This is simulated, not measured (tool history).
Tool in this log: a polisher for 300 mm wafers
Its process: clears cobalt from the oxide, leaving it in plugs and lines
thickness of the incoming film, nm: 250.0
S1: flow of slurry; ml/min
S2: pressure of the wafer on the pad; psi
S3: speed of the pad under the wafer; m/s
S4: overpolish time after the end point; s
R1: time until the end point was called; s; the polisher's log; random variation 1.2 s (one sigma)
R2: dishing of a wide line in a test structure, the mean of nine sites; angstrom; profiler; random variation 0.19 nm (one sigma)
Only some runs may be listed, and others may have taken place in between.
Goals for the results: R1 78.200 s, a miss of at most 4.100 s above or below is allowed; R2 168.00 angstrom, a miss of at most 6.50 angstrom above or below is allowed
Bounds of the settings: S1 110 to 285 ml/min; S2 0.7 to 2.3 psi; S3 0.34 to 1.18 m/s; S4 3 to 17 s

run,hour,S1,S2,S3,S4,R1,R2
1,0.0,180,1.5,0.76,9,73.872,247.06
2,4.1,185,1.5,0.76,8,72.607,225.37
3,7.3,185,1.5,0.62,8,84.672,196.06
4,9.1,220,1.5,0.62,8,81.245,207.06
5,16.5,185,1.5,0.62,8,84.275,197.24
6,19.3,185,1.5,0.48,8,104.680,169.46
7,25.7,195,1.5,0.48,8,104.070,173.23
8,34.5,200,1.5,0.48,8,100.480,172.14
9,43.2,250,1.8,0.48,6,81.649,160.97
10,49.4,255,1.8,0.48,6,83.453,164.18

Which one of the following 4 next-run settings gets every result inside its allowed miss? There is exactly one.
A,55.6,225,1.9,0.44,7,?,?
B,55.6,240,1.7,0.46,8,?,?
C,55.6,235,1.9,0.50,6,?,?
D,55.6,220,1.8,0.44,7,?,?

move,R1,R2
A,85.587,181.63
B,91.735,192.12
C,77.723,172.59
D,90.478,173.02
A: misses by more than the last run did
B: misses by more than the last run did
C: meets every target
D: misses by more than the last run did
Correct choice: C, which meets every target
